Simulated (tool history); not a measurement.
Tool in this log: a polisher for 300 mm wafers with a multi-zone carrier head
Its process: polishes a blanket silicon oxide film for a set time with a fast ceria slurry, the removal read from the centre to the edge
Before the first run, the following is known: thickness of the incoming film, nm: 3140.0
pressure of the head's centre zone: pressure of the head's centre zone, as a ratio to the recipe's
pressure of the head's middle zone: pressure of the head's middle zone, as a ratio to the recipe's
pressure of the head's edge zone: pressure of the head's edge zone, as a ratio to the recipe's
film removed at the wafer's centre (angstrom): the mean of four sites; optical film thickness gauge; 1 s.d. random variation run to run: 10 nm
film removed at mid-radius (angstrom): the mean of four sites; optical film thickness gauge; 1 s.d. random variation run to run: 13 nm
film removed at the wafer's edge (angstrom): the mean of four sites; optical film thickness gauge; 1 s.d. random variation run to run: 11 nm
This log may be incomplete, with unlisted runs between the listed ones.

| run | hour | flow of slurry (ml/min) | pressure of the head's centre zone | pressure of the head's middle zone | pressure of the head's edge zone | polishing time (s) | film removed at the wafer's centre (angstrom) | film removed at mid-radius (angstrom) | film removed at the wafer's edge (angstrom) |
|---|---|---|---|---|---|---|---|---|---|
| 1 | 0 | 140 | 1 | 1 | 1 | 54 | 8352.2 | 8305.3 | 8038.9 |
| 2 | 4 | 145 | 1.01 | 1 | 1.04 | 57 | 8856.4 | 8910.6 | 8960.9 |
| 3 | 11.5 | 160 | 1.04 | 1.01 | 1.07 | 58 | 9557.3 | 9300 | 9100.1 |
| 4 | 15.5 | 160 | 1.04 | 1.01 | 1 | 58 | 9520.6 | 9445.8 | 9044.8 |
| 5 | 20.2 | 160 | 1.04 | 0.96 | 1 | 58 | 9592.6 | 8936.6 | 8970.1 |
| 6 | 28.7 | 165 | 1.04 | 0.96 | 1.03 | 60 | 9941.3 | 9464.7 | 9262.8 |
| 7 | 30.7 | 150 | 1.06 | 0.98 | 1.06 | 62 | 10269 | 9547.5 | 9684.4 |
| 8 | 39.6 | 155 | 1.05 | 0.98 | 1.08 | 63 | 10267 | 9946 | 9976.3 |
| 9 | 47.7 | 160 | 1.05 | 0.97 | 1.1 | 64 | 10535 | 10024 | 10291 |

For run 10, what comes out?
| 10 | 55.5 | 165 | 1.05 | 0.97 | 1.12 | 65 | ? | ? | ? |

film removed at the wafer's centre (angstrom): 10933
film removed at mid-radius (angstrom): 10166
film removed at the wafer's edge (angstrom): 10347

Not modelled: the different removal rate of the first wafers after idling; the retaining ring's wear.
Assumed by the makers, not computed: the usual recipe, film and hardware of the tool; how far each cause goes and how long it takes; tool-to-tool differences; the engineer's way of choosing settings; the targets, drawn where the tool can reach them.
